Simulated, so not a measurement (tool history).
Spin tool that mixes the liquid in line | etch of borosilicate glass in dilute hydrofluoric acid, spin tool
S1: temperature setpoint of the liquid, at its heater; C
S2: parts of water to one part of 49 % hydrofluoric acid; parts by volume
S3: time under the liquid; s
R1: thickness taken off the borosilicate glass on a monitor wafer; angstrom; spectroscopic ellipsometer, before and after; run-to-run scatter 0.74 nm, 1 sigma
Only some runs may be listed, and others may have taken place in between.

Run 1, hour 0: S1 24 C, S2 285 parts by volume, S3 295 s. Result: R1 263.17 angstrom.
Run 2, hour 5.4: S1 26 C, S2 230 parts by volume, S3 295 s. Result: R1 369.07 angstrom.
Run 3, hour 8.9: S1 26 C, S2 300 parts by volume, S3 295 s. Result: R1 261.28 angstrom.
Run 4, hour 17.8: S1 27.5 C, S2 245 parts by volume, S3 295 s. Result: R1 358.96 angstrom.
Run 5, hour 23.8: S1 26 C, S2 245 parts by volume, S3 295 s. Result: R1 340.15 angstrom.
Run 6, hour 30.3: S1 28 C, S2 245 parts by volume, S3 295 s. Result: R1 363.74 angstrom.
Run 7, hour 38.8: S1 29 C, S2 205 parts by volume, S3 295 s. Result: R1 475.11 angstrom.
Run 8, hour 43.2: S1 30 C, S2 180 parts by volume, S3 295 s. Result: R1 580.83 angstrom.
Run 9, hour 50.4: S1 30.5 C, S2 165 parts by volume, S3 295 s. Result: R1 654.2 angstrom.

What will run 10 give?
Run 10, hour 54.2: S1 32 C, S2 130 parts by volume, S3 295 s. Result: R1 ?.

R1: 915.46 angstrom
